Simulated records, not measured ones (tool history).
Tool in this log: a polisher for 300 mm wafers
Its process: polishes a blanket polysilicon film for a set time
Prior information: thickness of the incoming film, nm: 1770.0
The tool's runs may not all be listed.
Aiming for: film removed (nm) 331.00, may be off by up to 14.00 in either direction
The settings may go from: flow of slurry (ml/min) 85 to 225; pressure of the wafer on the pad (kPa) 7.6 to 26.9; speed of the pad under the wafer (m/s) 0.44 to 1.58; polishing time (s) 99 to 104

| run | hour | flow of slurry (ml/min) | pressure of the wafer on the pad (kPa) | speed of the pad under the wafer (m/s) | polishing time (s) | film removed (nm) |
|---|---|---|---|---|---|---|
| 1 | 0.0 | 145 | 17.2 | 1.00 | 99 | 724.46 |
| 2 | 5.5 | 140 | 15.2 | 0.96 | 99 | 618.63 |
| 3 | 8.7 | 140 | 13.8 | 0.92 | 99 | 551.15 |
| 4 | 13.9 | 140 | 13.8 | 1.08 | 99 | 653.67 |
| 5 | 14.7 | 140 | 12.4 | 1.02 | 99 | 582.08 |
| 6 | 21.6 | 140 | 8.3 | 1.02 | 99 | 436.14 |
| 7 | 29.5 | 140 | 8.3 | 0.98 | 99 | 418.81 |
| 8 | 38.0 | 140 | 8.3 | 0.94 | 99 | 407.58 |
| 9 | 46.9 | 140 | 8.3 | 0.90 | 99 | 390.37 |
| 10 | 55.9 | 140 | 8.3 | 0.88 | 99 | 375.28 |
| 11 | 57.3 | 140 | 8.3 | 0.86 | 99 | 372.43 |
|  | 65.0 | slurry nozzle cleaned |
| 12 | 65.0 | 140 | 8.3 | 0.84 | 99 | 412.63 |
| 13 | 66.4 | 130 | 8.3 | 0.76 | 99 | 359.90 |
| 14 | 74.6 | 130 | 8.3 | 0.74 | 99 | 350.16 |

Next run, 5 choices. One meets every target within its allowed miss, the rest don't. Which?
| A | 82.8 | 115 | 7.6 | 0.80 | 101 | ? |
| B | 82.8 | 160 | 8.3 | 0.72 | 102 | ? |
| C | 82.8 | 120 | 8.3 | 0.68 | 103 | ? |
| D | 82.8 | 85 | 11.0 | 0.74 | 99 | ? |
| E | 82.8 | 110 | 7.6 | 0.70 | 99 | ? |

| move | film removed (nm) |
|---|---|
| A | 357.23 |
| B | 368.73 |
| C | 331.89 |
| D | 375.18 |
| E | 304.42 |
A: its largest miss is bigger than the last run's
B: its largest miss is bigger than the last run's
C: hits every target within its allowed miss
D: its largest miss is bigger than the last run's
E: takes the biggest miss from the last run beyond its target
The right move is C.
